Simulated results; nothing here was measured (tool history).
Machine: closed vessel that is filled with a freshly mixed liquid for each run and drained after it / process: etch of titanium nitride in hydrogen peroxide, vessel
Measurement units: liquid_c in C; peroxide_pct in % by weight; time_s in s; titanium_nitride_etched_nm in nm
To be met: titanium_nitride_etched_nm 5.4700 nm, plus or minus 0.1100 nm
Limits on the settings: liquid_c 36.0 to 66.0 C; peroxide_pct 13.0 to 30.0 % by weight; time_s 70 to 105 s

run  hour  liquid_c  peroxide_pct  time_s  titanium_nitride_etched_nm
  1   0.0      52.0          24.0     105                      7.2870
  2   9.3      46.5          24.0     105                      4.9155
  3  12.5      47.0          24.0     105                      5.0701
  4  17.8      47.0          20.0     105                      4.9005
  5  24.8      53.5          20.0     105                      7.7938
  6  31.7      53.5          20.0     105                      7.8255
  7  41.0      52.0          20.0     105                      7.0933
  8  44.7      51.0          20.0     105                      6.5823
  9  48.4      50.5          20.0     105                      6.2667
 10  57.0      50.0          20.0     105                      6.0507
 11  65.9      49.5          20.0     105                      5.8743
 12  75.1      49.0          20.0     105                      5.6530

Which single option among these 4 for the next run brings every result within its allowed miss of target? Just one does.
  A  84.3      49.0          21.0     105                           ?
  B  84.3      48.5          23.0     105                           ?
  C  84.3      48.5          20.5     105                           ?
  D  84.3      49.0          25.0     105                           ?

move  titanium_nitride_etched_nm
   A                      5.7797
   B                      5.6836
   C                      5.5443
   D                      6.0021
A: misses by more than the last run did
B: misses by more than the last run did
C: every result lands within tolerance
D: misses by more than the last run did
Go with C: it meets all targets.

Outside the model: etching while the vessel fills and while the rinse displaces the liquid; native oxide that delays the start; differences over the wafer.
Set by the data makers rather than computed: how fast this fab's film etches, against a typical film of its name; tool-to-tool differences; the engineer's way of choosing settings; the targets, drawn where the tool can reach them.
